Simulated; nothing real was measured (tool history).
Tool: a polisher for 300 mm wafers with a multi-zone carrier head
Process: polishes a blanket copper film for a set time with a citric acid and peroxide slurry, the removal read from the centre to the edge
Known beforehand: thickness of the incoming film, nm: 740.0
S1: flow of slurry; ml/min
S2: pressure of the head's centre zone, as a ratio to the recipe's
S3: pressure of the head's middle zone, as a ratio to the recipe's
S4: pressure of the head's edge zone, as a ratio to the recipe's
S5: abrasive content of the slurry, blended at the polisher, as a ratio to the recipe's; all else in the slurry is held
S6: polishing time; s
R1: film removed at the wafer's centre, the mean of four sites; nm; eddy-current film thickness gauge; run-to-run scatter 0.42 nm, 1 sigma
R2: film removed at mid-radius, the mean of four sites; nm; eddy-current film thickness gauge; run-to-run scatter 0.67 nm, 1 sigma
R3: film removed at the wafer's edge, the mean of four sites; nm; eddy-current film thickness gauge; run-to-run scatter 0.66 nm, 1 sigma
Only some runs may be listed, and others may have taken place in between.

run	hour	S1	S2	S3	S4	S5	S6	R1	R2	R3
1	0	310	1	1	1	1	38	94.817	95.733	98.262
2	2.7	310	0.94	1	1	1	38	90.054	97.02	98.246
3	10	310	0.99	1	1	1	38	94.613	96.127	99.907
4	16.1	310	0.99	1	1	1.1	38	97.961	98.339	100.98
5	22.2	315	1	0.99	0.95	0.9	32	78.816	78.733	79.513
6	23	315	0.98	0.97	0.92	0.75	29	66.878	67.975	68.455
7	28.9	320	0.97	0.96	0.89	0.65	28	61.856	61.939	61.531

Predict the results of run 8:
8	30.7	315	0.87	0.92	0.81	0.5	28	?	?	?

Run 8 gave R1 50.918 nm, R2 55.792 nm, R3 56.523 nm.

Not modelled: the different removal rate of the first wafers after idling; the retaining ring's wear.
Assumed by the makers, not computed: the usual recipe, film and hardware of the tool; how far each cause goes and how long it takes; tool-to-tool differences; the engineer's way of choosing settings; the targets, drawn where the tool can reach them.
